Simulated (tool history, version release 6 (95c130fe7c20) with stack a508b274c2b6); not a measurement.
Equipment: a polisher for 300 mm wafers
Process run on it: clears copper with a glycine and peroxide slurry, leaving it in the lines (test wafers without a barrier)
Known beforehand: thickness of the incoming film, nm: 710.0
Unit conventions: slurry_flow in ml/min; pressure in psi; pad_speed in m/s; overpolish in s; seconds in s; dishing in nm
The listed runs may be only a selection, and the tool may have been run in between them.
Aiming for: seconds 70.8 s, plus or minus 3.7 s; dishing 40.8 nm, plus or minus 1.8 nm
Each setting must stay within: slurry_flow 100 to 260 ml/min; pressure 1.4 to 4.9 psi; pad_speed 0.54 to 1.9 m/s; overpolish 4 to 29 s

run   hour  slurry_flow  pressure  pad_speed  overpolish  seconds  dishing
  1      0          165       3.1       1.22          15   81.172   73.719
  2    6.2          160       2.8        1.4          11   77.614   61.716
  3   10.6          145       2.5       1.56           9    74.02    53.28
  4   18.8          145         3       1.56           9   67.602   57.509
  5   26.5          145       3.5       1.56           9   63.089   61.483
  6   32.7          145       3.5        1.3           9   74.533   54.926
  7   35.7          150       2.8       1.62           4   67.748   29.213
  8   41.9          135       2.9        1.6           4   69.842    29.06
  9   47.1          135         3       1.58           5     68.7   35.877
 10   50.8          135       3.2       1.46           7   69.976   45.908
 11   57.8          145       3.2       1.46           7   70.571   46.506
 12     63          145       3.1       1.48           7   70.833   47.178
 13   71.4          145         3       1.52           7   70.585    47.41
 14     76          145       2.9       1.54           7   70.078   45.691
 15     85          150       2.8       1.54           7    71.84    44.94
 16   93.2          145       2.8       1.54           7   73.174   45.257
 17  100.1          155       2.8       1.54           7   71.222    46.28
 18  103.3          145       2.8       1.54           7   72.948    45.59
 19  111.6          155       2.8       1.54           7   70.096   46.361
 20    118          160       2.7       1.56           4   71.139   29.184
 21  124.8          145       2.8       1.56           4   70.616   28.659

4 candidate next runs follow, results not yet known. Just one meets every target within its allowed miss. Identify it.
  A  131.6          150       2.5        1.6           7        ?        ?
  B  131.6          145       3.2       1.44           6        ?        ?
  C  131.6          140       2.9       1.52           7        ?        ?
  D  131.6          135       3.1       1.46           8        ?        ?

move  seconds  dishing
   A   73.341   44.227
   B   71.314   40.137
   C   72.191    45.03
   D   72.753   50.005
A: the result that was furthest off in the last run now lies on the other side of its target
B: hits every target within its allowed miss
C: the result that was furthest off in the last run now lies on the other side of its target
D: the result that was furthest off in the last run now lies on the other side of its target
B meets every target.
